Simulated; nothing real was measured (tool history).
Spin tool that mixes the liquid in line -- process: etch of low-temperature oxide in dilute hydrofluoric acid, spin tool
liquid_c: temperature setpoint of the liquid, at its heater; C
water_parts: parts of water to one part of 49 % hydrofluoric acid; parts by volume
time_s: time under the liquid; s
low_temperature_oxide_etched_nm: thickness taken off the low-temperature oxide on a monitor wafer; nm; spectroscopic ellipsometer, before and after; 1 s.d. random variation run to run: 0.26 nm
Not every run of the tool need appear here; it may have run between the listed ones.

| run | hour | liquid_c | water_parts | time_s | low_temperature_oxide_etched_nm |
|---|---|---|---|---|---|
| 1 | 0 | 23 | 165 | 95 | 11.143 |
| 2 | 2.5 | 25.5 | 120 | 95 | 17.765 |
| 3 | 7.8 | 22.5 | 120 | 95 | 15.913 |
| 4 | 12.3 | 21 | 120 | 95 | 14.914 |
| 5 | 17.6 | 21 | 120 | 105 | 16.467 |
| 6 | 25.1 | 21 | 120 | 105 | 16.392 |
| 7 | 27.7 | 24 | 100 | 105 | 22.762 |
| 8 | 32.3 | 26 | 90 | 105 | 27.867 |
| 9 | 37.3 | 27.5 | 85 | 105 | 31.196 |
| 10 | 38.8 | 28.5 | 80 | 105 | 34.739 |
| 11 | 42.6 | 29.5 | 80 | 105 | 36.642 |

Forecast run 12:
| 12 | 47.6 | 31 | 75 | 105 | ? |

Run 12 yielded low_temperature_oxide_etched_nm 41.158 nm.
